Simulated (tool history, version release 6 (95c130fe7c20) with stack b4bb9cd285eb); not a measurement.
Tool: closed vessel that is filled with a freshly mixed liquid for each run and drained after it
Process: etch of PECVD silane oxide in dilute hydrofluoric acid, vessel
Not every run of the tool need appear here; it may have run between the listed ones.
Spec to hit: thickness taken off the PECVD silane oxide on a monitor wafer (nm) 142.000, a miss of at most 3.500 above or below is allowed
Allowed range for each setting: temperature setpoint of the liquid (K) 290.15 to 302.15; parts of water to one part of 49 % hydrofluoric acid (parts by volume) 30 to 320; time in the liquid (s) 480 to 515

run  hour  temperature setpoint of the liquid (K)  parts of water to one part of 49 % hydrofluoric acid (parts by volume)  time in the liquid (s)  thickness taken off the PECVD silane oxide on a monitor wafer (nm)
  1   0.0                                  294.15                                                                     175                     480                                                              82.123
  2   6.6                                  295.15                                                                     170                     480                                                              88.248
  3  14.9                                  295.15                                                                     170                     515                                                              95.121
  4  22.7                                  295.15                                                                     170                     515                                                              94.919
  5  30.5                                  292.65                                                                     170                     515                                                              86.616
  6  39.5                                  292.65                                                                     170                     515                                                              86.268
  7  48.7                                  293.65                                                                     170                     515                                                              89.978
  8  54.9                                  297.65                                                                     145                     515                                                             125.750
  9  62.8                                  298.15                                                                     145                     515                                                             128.790
 10  68.1                                  298.65                                                                     145                     515                                                             130.640
 11  73.0                                  299.65                                                                     145                     515                                                             136.270
 12  78.7                                  300.15                                                                     145                     515                                                             138.310

Exactly one of the 5 candidate moves below puts every result within its allowed miss. Which one?
  A  84.4                                  297.15                                                                     115                     485                                                                   ?
  B  84.4                                  301.65                                                                     150                     515                                                                   ?
  C  84.4                                  300.65                                                                     135                     505                                                                   ?
  D  84.4                                  302.15                                                                     155                     495                                                                   ?
  E  84.4                                  301.65                                                                     140                     515                                                                   ?

move  thickness taken off the PECVD silane oxide on a monitor wafer (nm)
   A                                                             153.670
   B                                                             142.060
   C                                                             152.030
   D                                                             133.710
   E                                                             154.160
A: the result that was furthest off in the last run now lies on the other side of its target
B: hits every target within its allowed miss
C: the result that was furthest off in the last run now lies on the other side of its target
D: its largest miss is bigger than the last run's
E: the result that was furthest off in the last run now lies on the other side of its target
The move that meets every target is B.
